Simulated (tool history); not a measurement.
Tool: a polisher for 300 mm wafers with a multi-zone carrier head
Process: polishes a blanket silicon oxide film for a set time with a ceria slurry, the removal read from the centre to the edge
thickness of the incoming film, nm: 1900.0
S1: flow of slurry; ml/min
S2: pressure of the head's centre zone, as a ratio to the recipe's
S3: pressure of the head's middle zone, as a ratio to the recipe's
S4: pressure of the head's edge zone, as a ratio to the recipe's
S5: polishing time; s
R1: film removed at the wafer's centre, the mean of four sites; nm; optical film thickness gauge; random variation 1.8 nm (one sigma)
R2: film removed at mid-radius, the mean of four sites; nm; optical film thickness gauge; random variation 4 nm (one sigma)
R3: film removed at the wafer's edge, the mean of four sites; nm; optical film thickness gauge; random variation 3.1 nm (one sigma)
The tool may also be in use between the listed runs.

run 1 hour=0 | S1=260 S2=1 S3=1 S4=1 S5=61 | R1=257.58 R2=264.2 R3=265.13
run 2 hour=3.1 | S1=265 S2=1 S3=1.02 S4=1.01 S5=61 | R1=253.32 R2=267.95 R3=255.75
run 3 hour=5 | S1=265 S2=0.99 S3=1.03 S4=1.01 S5=62 | R1=259.23 R2=271.59 R3=265.37
run 4 hour=8.9 | S1=265 S2=0.99 S3=1.03 S4=1.01 S5=70 | R1=290.72 R2=307.59 R3=297.71
run 5 hour=14.7 | S1=260 S2=0.98 S3=1.04 S4=1.01 S5=70 | R1=289.16 R2=300.36 R3=301.49
run 6 hour=21.1 | S1=260 S2=1.04 S3=1.04 S4=1.01 S5=70 | R1=304.63 R2=302.25 R3=299.95
run 7 hour=27.1 | S1=260 S2=1.03 S3=1.05 S4=1 S5=70 | R1=301.65 R2=307.12 R3=294.49
run 8 hour=31.3 | S1=255 S2=1.02 S3=1.06 S4=1 S5=70 | R1=295.22 R2=314.94 R3=293.47
run 9 hour=32.8 | S1=250 S2=1.01 S3=1.06 S4=1 S5=70 | R1=295.93 R2=308.42 R3=294.89
run 10 hour=36.2 | S1=250 S2=1.01 S3=1.06 S4=1 S5=70 | R1=293.71 R2=305.76 R3=297.55

Forecast run 11:
run 11 hour=44.7 | S1=250 S2=1 S3=1.07 S4=1 S5=70 | R1=? R2=? R3=?

{"run 11": {"R1": 290.35, "R2": 315.13, "R3": 295.73}}
